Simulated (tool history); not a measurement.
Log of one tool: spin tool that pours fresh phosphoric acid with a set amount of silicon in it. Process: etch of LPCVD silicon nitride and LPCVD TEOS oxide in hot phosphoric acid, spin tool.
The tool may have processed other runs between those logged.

run	hour	temperature setpoint of the liquid (°C)	silicon dissolved in the acid as it is poured (mg a litre)	time under the liquid (s)	thickness taken off the LPCVD silicon nitride on a monitor wafer (nm)	thickness taken off the LPCVD TEOS oxide on a monitor wafer (nm)
1	0.0	160.0	21.5	160	14.793	0.31138
2	7.2	161.0	21.5	160	15.521	0.29214
3	8.6	163.0	21.5	160	16.662	0.34028
4	11.1	163.5	30.5	175	18.469	0.27859
5	13.9	164.0	36.5	185	19.715	0.23447
6	15.4	164.0	48.0	185	19.565	0.14235
7	16.5	164.0	48.0	185	19.730	0.13324
8	24.5	164.0	48.0	195	20.870	0.15772
9	33.5	164.0	48.0	200	21.467	0.14564
10	40.2	164.0	47.5	205	21.813	0.14320
11	47.3	164.5	47.0	205	22.509	0.18298
12	50.8	164.5	47.0	205	22.297	0.16757

The next listed run, before its measurement:
13	57.4	164.5	47.5	205	?	?

{"run 13": {"thickness taken off the LPCVD silicon nitride on a monitor wafer (nm)": 22.58, "thickness taken off the LPCVD TEOS oxide on a monitor wafer (nm)": 0.16258}}
